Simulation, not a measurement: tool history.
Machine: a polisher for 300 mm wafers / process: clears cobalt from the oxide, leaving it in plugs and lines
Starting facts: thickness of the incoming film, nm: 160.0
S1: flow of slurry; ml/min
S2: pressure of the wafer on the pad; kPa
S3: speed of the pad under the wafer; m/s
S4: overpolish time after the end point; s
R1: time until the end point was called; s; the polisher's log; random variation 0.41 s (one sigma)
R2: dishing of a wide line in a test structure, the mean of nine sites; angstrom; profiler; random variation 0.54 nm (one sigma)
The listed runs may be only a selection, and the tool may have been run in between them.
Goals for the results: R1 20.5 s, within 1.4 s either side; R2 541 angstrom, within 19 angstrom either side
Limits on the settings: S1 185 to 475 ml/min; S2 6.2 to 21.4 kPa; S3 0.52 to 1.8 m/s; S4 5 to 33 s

| run | day | S1 | S2 | S3 | S4 | R1 | R2 |
|---|---|---|---|---|---|---|---|
| 1 | 0 | 305 | 13.8 | 1.16 | 17 | 36.39 | 565.92 |
| 2 | 0.104 | 305 | 15.2 | 1.16 | 15 | 32.645 | 543.96 |
| 3 | 0.333 | 305 | 15.9 | 1.16 | 14 | 32.88 | 536.63 |
| 4 | 0.708 | 305 | 16.5 | 1.2 | 13 | 30.007 | 535.86 |
| 5 | 1.054 | 305 | 16.5 | 1.48 | 13 | 23.425 | 615.3 |
| 6 | 1.158 | 305 | 16.5 | 1.48 | 12 | 24.956 | 593.64 |
| 7 | 1.412 | 305 | 17.2 | 1.48 | 11 | 23.934 | 560.82 |
| 8 | 1.788 | 305 | 17.9 | 1.48 | 11 | 22.792 | 586.19 |

Of the 5 settings listed for the next run, only one would bring every result within its allowed miss of target. Which one?
| A | 2.162 | 260 | 16.5 | 1.42 | 15 | ? | ? |
| B | 2.162 | 335 | 19.3 | 1.58 | 12 | ? | ? |
| C | 2.162 | 305 | 17.2 | 1.58 | 13 | ? | ? |
| D | 2.162 | 390 | 18.6 | 1.58 | 9 | ? | ? |
| E | 2.162 | 240 | 17.2 | 1.5 | 12 | ? | ? |

| move | R1 | R2 |
|---|---|---|
| A | 25.623 | 638.45 |
| B | 19.453 | 657.25 |
| C | 21.841 | 644.28 |
| D | 19.891 | 543.64 |
| E | 23.604 | 586.18 |
A: lands further from the targets than the last run did
B: lands further from the targets than the last run did
C: lands further from the targets than the last run did
D: hits every target within its allowed miss
E: as far off as the last run
D meets every target.
